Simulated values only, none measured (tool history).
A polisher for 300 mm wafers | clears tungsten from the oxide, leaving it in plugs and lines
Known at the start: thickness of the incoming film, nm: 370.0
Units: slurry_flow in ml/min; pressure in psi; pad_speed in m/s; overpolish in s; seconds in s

{"run": 1, "hour": 0.0, "slurry_flow": 250, "pressure": 2.9, "pad_speed": 1.4, "slurry_solids": 1.0, "overpolish": 12, "seconds": 59.212}
{"run": 2, "hour": 4.2, "slurry_flow": 250, "pressure": 2.6, "pad_speed": 1.3, "slurry_solids": 1.0, "overpolish": 12, "seconds": 70.74}
{"run": 3, "hour": 6.9, "slurry_flow": 250, "pressure": 2.6, "pad_speed": 1.3, "slurry_solids": 0.8, "overpolish": 12, "seconds": 73.419}
{"run": 4, "hour": 11.8, "slurry_flow": 250, "pressure": 2.6, "pad_speed": 1.3, "slurry_solids": 0.65, "overpolish": 12, "seconds": 76.149}
{"run": 5, "hour": 16.7, "slurry_flow": 250, "pressure": 2.4, "pad_speed": 1.24, "slurry_solids": 0.65, "overpolish": 12, "seconds": 84.509}
{"run": 6, "hour": 20.5, "slurry_flow": 250, "pressure": 2.2, "pad_speed": 1.18, "slurry_solids": 0.65, "overpolish": 12, "seconds": 95.085}
{"run": 7, "hour": 23.5, "slurry_flow": 250, "pressure": 2.0, "pad_speed": 1.14, "slurry_solids": 0.65, "overpolish": 12, "seconds": 109.89}

Forecast run 8:
{"run": 8, "hour": 31.2, "slurry_flow": 250, "pressure": 1.9, "pad_speed": 1.14, "slurry_solids": 0.65, "overpolish": 12, "seconds": "?"}

Run 8 gave seconds 116.380 s.

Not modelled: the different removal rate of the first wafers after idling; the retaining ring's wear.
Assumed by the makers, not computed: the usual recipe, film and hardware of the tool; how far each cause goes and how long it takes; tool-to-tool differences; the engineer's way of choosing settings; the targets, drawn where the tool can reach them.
